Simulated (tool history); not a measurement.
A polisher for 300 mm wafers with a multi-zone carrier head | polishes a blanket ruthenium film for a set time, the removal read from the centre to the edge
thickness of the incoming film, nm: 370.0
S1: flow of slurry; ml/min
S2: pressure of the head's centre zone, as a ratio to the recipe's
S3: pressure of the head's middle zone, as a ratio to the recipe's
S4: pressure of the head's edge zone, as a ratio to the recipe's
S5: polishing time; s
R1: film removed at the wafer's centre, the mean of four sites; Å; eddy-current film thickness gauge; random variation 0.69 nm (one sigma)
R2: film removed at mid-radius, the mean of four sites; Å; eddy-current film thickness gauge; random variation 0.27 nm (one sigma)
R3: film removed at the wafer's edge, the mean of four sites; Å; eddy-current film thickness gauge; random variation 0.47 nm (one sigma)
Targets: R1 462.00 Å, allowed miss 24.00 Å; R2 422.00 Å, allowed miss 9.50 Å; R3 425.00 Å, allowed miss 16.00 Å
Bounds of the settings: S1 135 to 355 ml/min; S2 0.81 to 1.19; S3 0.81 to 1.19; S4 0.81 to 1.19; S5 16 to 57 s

run 1 hour=0.0 | S1=225 S2=1.00 S3=1.00 S4=1.00 S5=36 | R1=356.72 R2=355.43 R3=364.02
run 2 hour=8.7 | S1=235 S2=1.03 S3=1.02 S4=1.02 S5=36 | R1=372.54 R2=365.95 R3=367.35
run 3 hour=17.0 | S1=235 S2=1.03 S3=1.02 S4=0.98 S5=36 | R1=365.34 R2=363.66 R3=360.24
run 4 hour=18.6 | S1=240 S2=1.05 S3=1.03 S4=1.01 S5=36 | R1=382.61 R2=373.87 R3=365.86
run 5 hour=24.4 | S1=240 S2=1.05 S3=1.03 S4=1.01 S5=43 | R1=457.29 R2=441.18 R3=448.02
run 6 hour=32.4 | S1=275 S2=1.05 S3=1.03 S4=1.01 S5=43 | R1=468.64 R2=453.14 R3=440.99
run 7 hour=37.5 | S1=270 S2=1.05 S3=1.02 S4=1.00 S5=43 | R1=459.44 R2=442.83 R3=446.71
run 8 hour=44.4 | S1=270 S2=1.06 S3=1.02 S4=0.99 S5=43 | R1=476.37 R2=446.68 R3=440.84
run 9 hour=48.6 | S1=265 S2=1.06 S3=1.02 S4=0.98 S5=43 | R1=443.33 R2=439.48 R3=427.19
run 10 hour=49.6 | S1=265 S2=1.07 S3=1.01 S4=0.98 S5=43 | R1=458.92 R2=437.45 R3=442.23
run 11 hour=54.4 | S1=270 S2=1.08 S3=1.01 S4=0.97 S5=43 | R1=466.14 R2=445.86 R3=431.39
run 12 hour=56.3 | S1=265 S2=1.08 S3=1.00 S4=0.97 S5=43 | R1=451.03 R2=435.43 R3=425.71
run 13 hour=65.3 | S1=265 S2=1.09 S3=0.99 S4=0.98 S5=43 | R1=466.98 R2=434.61 R3=438.53

4 next moves are on the table. One of them brings every result within its allowed miss. Which?
run A hour=74.3 | S1=355 S2=1.13 S3=1.02 S4=1.06 S5=40 | R1=? R2=? R3=?
run B hour=74.3 | S1=280 S2=0.89 S3=0.94 S4=1.12 S5=44 | R1=? R2=? R3=?
run C hour=74.3 | S1=300 S2=1.06 S3=1.05 S4=1.05 S5=43 | R1=? R2=? R3=?
run D hour=74.3 | S1=235 S2=1.00 S3=0.97 S4=0.99 S5=46 | R1=? R2=? R3=?

move=A R1=465.43 R2=421.47 R3=422.51
move=B R1=434.89 R2=423.19 R3=469.26
move=C R1=473.46 R2=457.20 R3=446.54
move=D R1=474.00 R2=444.48 R3=455.25
A: meets every target
B: brings the result that was furthest off to its target, and leaves another outside
C: further off than the last run
D: further off than the last run
Move A is the one to make.
